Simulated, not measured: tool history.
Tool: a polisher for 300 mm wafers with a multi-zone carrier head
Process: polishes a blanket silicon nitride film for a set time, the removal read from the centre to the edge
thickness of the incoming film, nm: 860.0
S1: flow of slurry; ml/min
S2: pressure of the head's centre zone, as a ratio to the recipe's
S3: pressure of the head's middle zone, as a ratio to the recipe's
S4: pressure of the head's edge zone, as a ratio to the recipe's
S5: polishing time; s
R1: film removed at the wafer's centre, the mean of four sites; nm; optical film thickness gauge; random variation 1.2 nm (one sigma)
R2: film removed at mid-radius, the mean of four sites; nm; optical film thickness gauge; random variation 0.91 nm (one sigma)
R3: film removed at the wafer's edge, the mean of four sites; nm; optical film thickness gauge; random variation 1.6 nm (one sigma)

run    day   S1    S2    S3    S4  S5      R1      R2      R3
  1      0  200     1     1     1  87  148.36  152.18  152.47
  2  0.108  200  0.96     1     1  87  143.29  149.95  153.19
  3  0.271  195  0.95  0.99  0.99  85  140.15  145.63  144.71
  4  0.479  195  0.95  0.99  0.99  96  155.91  163.39  165.87
  5  0.604  195  1.04  0.99  0.99  96  167.09  162.33  169.29
  6  0.883  190  1.02  0.97  0.99  94  164.24  156.21  165.33
  7  1.092  185     1  0.96  0.99  91  154.59  151.49  158.87
  8   1.15  180  0.99  0.95  0.99  88  149.76  145.65  149.67
  9  1.196  185  0.98  0.94  1.01  85  140.38  138.14  146.81
 10  1.242  185  0.98  0.94  1.01  85  140.66  136.94  150.19
 11  1.425  180  0.97  0.93     1  84  137.37  134.21  147.44
 12    1.5  180  0.96  0.92  0.99  83  135.09  132.18   146.4
 13  1.604  155  0.92  0.86  0.89  68  103.43  99.781  112.77

The next listed run, before its measurement:
 14  1.654  155  0.92  0.86  0.89  68   ?   ?   ?

R1: 103.33 nm
R2: 99.221 nm
R3: 111.17 nm

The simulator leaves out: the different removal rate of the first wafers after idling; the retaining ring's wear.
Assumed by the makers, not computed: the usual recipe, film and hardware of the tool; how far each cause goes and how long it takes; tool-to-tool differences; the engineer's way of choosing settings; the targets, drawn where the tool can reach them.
